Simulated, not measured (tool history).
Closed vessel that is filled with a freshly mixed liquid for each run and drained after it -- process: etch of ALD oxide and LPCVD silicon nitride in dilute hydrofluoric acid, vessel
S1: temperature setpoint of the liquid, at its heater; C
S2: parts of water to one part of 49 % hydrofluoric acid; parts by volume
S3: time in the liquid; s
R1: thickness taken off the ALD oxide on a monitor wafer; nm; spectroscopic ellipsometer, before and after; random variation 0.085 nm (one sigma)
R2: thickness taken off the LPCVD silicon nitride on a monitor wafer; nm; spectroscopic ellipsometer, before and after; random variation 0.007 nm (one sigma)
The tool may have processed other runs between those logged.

Run 1, hour 0: S1 22 C, S2 175 parts by volume, S3 785 s. Result: R1 58.167 nm, R2 2.0889 nm.
Run 2, hour 8.6: S1 22 C, S2 215 parts by volume, S3 785 s. Result: R1 45.3 nm, R2 1.6997 nm.
Run 3, hour 17.4: S1 21.5 C, S2 225 parts by volume, S3 765 s. Result: R1 40.607 nm, R2 1.5409 nm.
Run 4, hour 22.2: S1 21 C, S2 235 parts by volume, S3 740 s. Result: R1 37.235 nm, R2 1.402 nm.
Run 5, hour 28: S1 20.5 C, S2 245 parts by volume, S3 710 s. Result: R1 32.969 nm, R2 1.2261 nm.
Run 6, hour 31.9: S1 20.5 C, S2 180 parts by volume, S3 710 s. Result: R1 48.305 nm, R2 1.6366 nm.

Forecast run 7:
Run 7, hour 36.5: S1 20 C, S2 195 parts by volume, S3 690 s. Result: R1 ?, R2 ?.

{"run 7": {"R1": 41.789, "R2": 1.4603}}

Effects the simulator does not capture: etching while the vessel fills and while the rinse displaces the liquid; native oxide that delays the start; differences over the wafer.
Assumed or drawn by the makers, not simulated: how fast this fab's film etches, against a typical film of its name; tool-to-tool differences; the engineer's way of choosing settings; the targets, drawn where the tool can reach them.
